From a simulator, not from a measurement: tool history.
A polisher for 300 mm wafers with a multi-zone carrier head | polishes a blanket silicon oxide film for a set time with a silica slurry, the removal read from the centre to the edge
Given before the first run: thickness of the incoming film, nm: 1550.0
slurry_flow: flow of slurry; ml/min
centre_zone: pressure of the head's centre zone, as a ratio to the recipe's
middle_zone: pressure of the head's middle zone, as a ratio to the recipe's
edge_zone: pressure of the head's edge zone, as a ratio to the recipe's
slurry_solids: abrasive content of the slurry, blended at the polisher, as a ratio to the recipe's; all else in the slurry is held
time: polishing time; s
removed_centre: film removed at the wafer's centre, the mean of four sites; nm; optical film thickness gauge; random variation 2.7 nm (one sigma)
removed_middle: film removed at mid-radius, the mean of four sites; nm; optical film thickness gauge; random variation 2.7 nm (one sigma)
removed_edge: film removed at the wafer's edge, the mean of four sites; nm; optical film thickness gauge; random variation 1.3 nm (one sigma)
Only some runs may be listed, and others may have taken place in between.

run 1 day=0 | slurry_flow=295 centre_zone=1 middle_zone=1 edge_zone=1 slurry_solids=1 time=54 | removed_centre=198.9 removed_middle=191.1 removed_edge=196.68
run 2 day=0.312 | slurry_flow=295 centre_zone=1 middle_zone=1.02 edge_zone=0.95 slurry_solids=0.95 time=54 | removed_centre=197.6 removed_middle=189.6 removed_edge=188.41
run 3 day=0.638 | slurry_flow=295 centre_zone=1 middle_zone=1.08 edge_zone=0.95 slurry_solids=0.95 time=54 | removed_centre=193.42 removed_middle=200.01 removed_edge=185.58
run 4 day=0.675 | slurry_flow=290 centre_zone=1 middle_zone=1.08 edge_zone=0.92 slurry_solids=0.9 time=54 | removed_centre=185.02 removed_middle=198.91 removed_edge=180.7
run 5 day=0.762 | slurry_flow=340 centre_zone=1 middle_zone=1.08 edge_zone=0.92 slurry_solids=0.9 time=54 | removed_centre=193.59 removed_middle=204.37 removed_edge=183.59
run 6 day=1.033 | slurry_flow=295 centre_zone=1 middle_zone=1.08 edge_zone=0.92 slurry_solids=0.9 time=54 | removed_centre=194.01 removed_middle=194.78 removed_edge=182.31
run 7 day=1.371 | slurry_flow=295 centre_zone=1 middle_zone=1.08 edge_zone=0.92 slurry_solids=0.9 time=54 | removed_centre=190.62 removed_middle=197.45 removed_edge=180.34
run 8 day=1.542 | slurry_flow=295 centre_zone=1 middle_zone=1.08 edge_zone=0.92 slurry_solids=0.9 time=54 | removed_centre=191.54 removed_middle=197.6 removed_edge=182.86

Run 9 is up next; what results do you expect?
run 9 day=1.875 | slurry_flow=295 centre_zone=1 middle_zone=1.08 edge_zone=0.92 slurry_solids=0.9 time=54 | removed_centre=? removed_middle=? removed_edge=?

removed_centre: 192.66 nm
removed_middle: 201.31 nm
removed_edge: 179.57 nm

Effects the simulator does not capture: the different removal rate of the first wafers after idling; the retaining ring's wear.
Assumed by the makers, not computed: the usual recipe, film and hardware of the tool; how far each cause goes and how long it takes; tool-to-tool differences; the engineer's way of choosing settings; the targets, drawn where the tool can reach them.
